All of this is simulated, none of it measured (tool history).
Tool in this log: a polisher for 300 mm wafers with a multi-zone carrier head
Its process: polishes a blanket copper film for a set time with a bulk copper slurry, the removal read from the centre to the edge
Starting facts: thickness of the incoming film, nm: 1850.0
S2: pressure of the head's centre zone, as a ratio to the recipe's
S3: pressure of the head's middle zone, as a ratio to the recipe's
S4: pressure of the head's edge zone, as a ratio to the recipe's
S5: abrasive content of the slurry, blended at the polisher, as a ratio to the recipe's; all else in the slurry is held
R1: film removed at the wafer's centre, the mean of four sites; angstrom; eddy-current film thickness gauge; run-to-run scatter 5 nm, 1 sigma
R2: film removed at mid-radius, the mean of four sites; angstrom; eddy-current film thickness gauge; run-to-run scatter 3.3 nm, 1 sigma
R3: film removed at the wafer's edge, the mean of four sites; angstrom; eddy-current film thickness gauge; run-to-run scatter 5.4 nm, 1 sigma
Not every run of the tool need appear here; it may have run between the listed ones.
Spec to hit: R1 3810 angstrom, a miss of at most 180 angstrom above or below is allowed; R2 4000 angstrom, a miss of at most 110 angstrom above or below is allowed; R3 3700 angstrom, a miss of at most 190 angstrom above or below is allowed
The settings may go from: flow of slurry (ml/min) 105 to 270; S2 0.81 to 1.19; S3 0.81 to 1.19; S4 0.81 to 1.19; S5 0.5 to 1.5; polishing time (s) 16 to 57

Run 1, hour 0: flow of slurry (ml/min) 175, S2 1, S3 1, S4 1, S5 1, polishing time (s) 36. Result: R1 3387.2 angstrom, R2 3459.1 angstrom, R3 3318.6 angstrom.
Run 2, hour 5.5: flow of slurry (ml/min) 175, S2 1, S3 1, S4 1, S5 1, polishing time (s) 31. Result: R1 3028.2 angstrom, R2 2953.9 angstrom, R3 2897.5 angstrom.
Run 3, hour 7: flow of slurry (ml/min) 175, S2 1, S3 1, S4 0.93, S5 1, polishing time (s) 31. Result: R1 2975.6 angstrom, R2 2997.7 angstrom, R3 2727.7 angstrom.
Run 4, hour 12.6: flow of slurry (ml/min) 180, S2 1.01, S3 1.03, S4 0.96, S5 1.05, polishing time (s) 31. Result: R1 3023.1 angstrom, R2 3084.3 angstrom, R3 2902.2 angstrom.
Run 5, hour 20: flow of slurry (ml/min) 180, S2 1.08, S3 1.03, S4 0.96, S5 1.05, polishing time (s) 31. Result: R1 3207.3 angstrom, R2 3080 angstrom, R3 2823.7 angstrom.
Run 6, hour 24.8: flow of slurry (ml/min) 180, S2 1.08, S3 1.03, S4 0.96, S5 1.05, polishing time (s) 35. Result: R1 3686.8 angstrom, R2 3497.9 angstrom, R3 3261.8 angstrom.
Run 7, hour 29.5: flow of slurry (ml/min) 180, S2 1.08, S3 1.03, S4 0.96, S5 1.05, polishing time (s) 35. Result: R1 3688.4 angstrom, R2 3463.6 angstrom, R3 3298.3 angstrom.
Run 8, hour 33.8: flow of slurry (ml/min) 185, S2 1.08, S3 1.05, S4 0.97, S5 1.05, polishing time (s) 35. Result: R1 3677.7 angstrom, R2 3553.3 angstrom, R3 3232.5 angstrom.
At hour 40.7: edge zone pressure recalibrated.
Run 9, hour 40.7: flow of slurry (ml/min) 190, S2 1.07, S3 1.06, S4 0.98, S5 1.1, polishing time (s) 35. Result: R1 3656 angstrom, R2 3630.4 angstrom, R3 3622.6 angstrom.
Run 10, hour 44.4: flow of slurry (ml/min) 195, S2 1.07, S3 1.07, S4 0.97, S5 1.1, polishing time (s) 35. Result: R1 3817 angstrom, R2 3717.7 angstrom, R3 3379.5 angstrom.
Run 11, hour 45.3: flow of slurry (ml/min) 200, S2 1.06, S3 1.08, S4 0.98, S5 1.1, polishing time (s) 35. Result: R1 3684.1 angstrom, R2 3711.7 angstrom, R3 3511.6 angstrom.
Run 12, hour 48.7: flow of slurry (ml/min) 205, S2 1.06, S3 1.09, S4 0.98, S5 1.1, polishing time (s) 35. Result: R1 3717.6 angstrom, R2 3767.9 angstrom, R3 3469.7 angstrom.
Run 13, hour 52.8: flow of slurry (ml/min) 210, S2 1.06, S3 1.1, S4 0.99, S5 1.1, polishing time (s) 35. Result: R1 3724 angstrom, R2 3808.3 angstrom, R3 3571.7 angstrom.
Run 14, hour 55.5: flow of slurry (ml/min) 215, S2 1.06, S3 1.11, S4 0.99, S5 1.1, polishing time (s) 35. Result: R1 3816.9 angstrom, R2 3877.9 angstrom, R3 3521 angstrom.

Next run, 5 choices. One meets every target within its allowed miss, the rest don't. Which?
Run A, hour 58.2: flow of slurry (ml/min) 255, S2 1.1, S3 1.17, S4 0.81, S5 0.55, polishing time (s) 40. Result: R1 ?, R2 ?, R3 ?.
Run B, hour 58.2: flow of slurry (ml/min) 190, S2 0.99, S3 1.05, S4 1.14, S5 1.45, polishing time (s) 35. Result: R1 ?, R2 ?, R3 ?.
Run C, hour 58.2: flow of slurry (ml/min) 255, S2 1.12, S3 1.19, S4 0.83, S5 0.6, polishing time (s) 36. Result: R1 ?, R2 ?, R3 ?.
Run D, hour 58.2: flow of slurry (ml/min) 165, S2 1.06, S3 1.14, S4 0.98, S5 1.1, polishing time (s) 37. Result: R1 ?, R2 ?, R3 ?.
Run E, hour 58.2: flow of slurry (ml/min) 185, S2 1.04, S3 1.03, S4 1.1, S5 1.45, polishing time (s) 35. Result: R1 ?, R2 ?, R3 ?.

move      R1      R2      R3
   A  3952.9  4067.6  3272.7
   B  3715.8  3895.1  4089.2
   C  3694.3  3787.2  3034.7
   D  3852.3    4052  3696.1
   E  3887.1    3816  4004.7
A: brings the last run's worst result on target, with another outside its allowed miss
B: brings the last run's worst result on target, with another outside its allowed miss
C: misses by more than the last run did
D: every result within its allowed miss
E: misses by more than the last run did
Correct choice: D, which meets every target
